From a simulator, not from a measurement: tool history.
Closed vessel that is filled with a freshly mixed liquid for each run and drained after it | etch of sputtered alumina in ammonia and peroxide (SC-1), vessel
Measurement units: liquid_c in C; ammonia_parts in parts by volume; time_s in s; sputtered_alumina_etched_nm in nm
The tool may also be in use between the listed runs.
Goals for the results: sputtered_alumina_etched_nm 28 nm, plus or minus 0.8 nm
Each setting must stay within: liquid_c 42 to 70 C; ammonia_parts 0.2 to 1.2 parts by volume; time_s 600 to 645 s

run 1 hour=0 | liquid_c=58 ammonia_parts=0.7 time_s=600 | sputtered_alumina_etched_nm=49.206
run 2 hour=4.1 | liquid_c=51 ammonia_parts=0.7 time_s=600 | sputtered_alumina_etched_nm=33.466
run 3 hour=6.9 | liquid_c=51 ammonia_parts=0.7 time_s=600 | sputtered_alumina_etched_nm=33.507
run 4 hour=15.5 | liquid_c=46.5 ammonia_parts=0.7 time_s=600 | sputtered_alumina_etched_nm=25.949
run 5 hour=21.7 | liquid_c=50 ammonia_parts=0.7 time_s=600 | sputtered_alumina_etched_nm=31.965
run 6 hour=30.1 | liquid_c=49.5 ammonia_parts=0.7 time_s=600 | sputtered_alumina_etched_nm=31.038
run 7 hour=39 | liquid_c=49 ammonia_parts=0.7 time_s=600 | sputtered_alumina_etched_nm=30.009
run 8 hour=45 | liquid_c=48.5 ammonia_parts=0.7 time_s=600 | sputtered_alumina_etched_nm=29.114

Pick the move, out of 4, that brings all results within their allowed miss; only one does.
run A hour=51 | liquid_c=48 ammonia_parts=0.65 time_s=600 | sputtered_alumina_etched_nm=?
run B hour=51 | liquid_c=48.5 ammonia_parts=0.7 time_s=610 | sputtered_alumina_etched_nm=?
run C hour=51 | liquid_c=49 ammonia_parts=0.9 time_s=600 | sputtered_alumina_etched_nm=?
run D hour=51 | liquid_c=48 ammonia_parts=0.65 time_s=635 | sputtered_alumina_etched_nm=?

move=A sputtered_alumina_etched_nm=28.218
move=B sputtered_alumina_etched_nm=29.707
move=C sputtered_alumina_etched_nm=30.77
move=D sputtered_alumina_etched_nm=29.864
A: every result lands within tolerance
B: lands further from the targets than the last run did
C: lands further from the targets than the last run did
D: lands further from the targets than the last run did
So the answer is move A, the one that meets all the targets.

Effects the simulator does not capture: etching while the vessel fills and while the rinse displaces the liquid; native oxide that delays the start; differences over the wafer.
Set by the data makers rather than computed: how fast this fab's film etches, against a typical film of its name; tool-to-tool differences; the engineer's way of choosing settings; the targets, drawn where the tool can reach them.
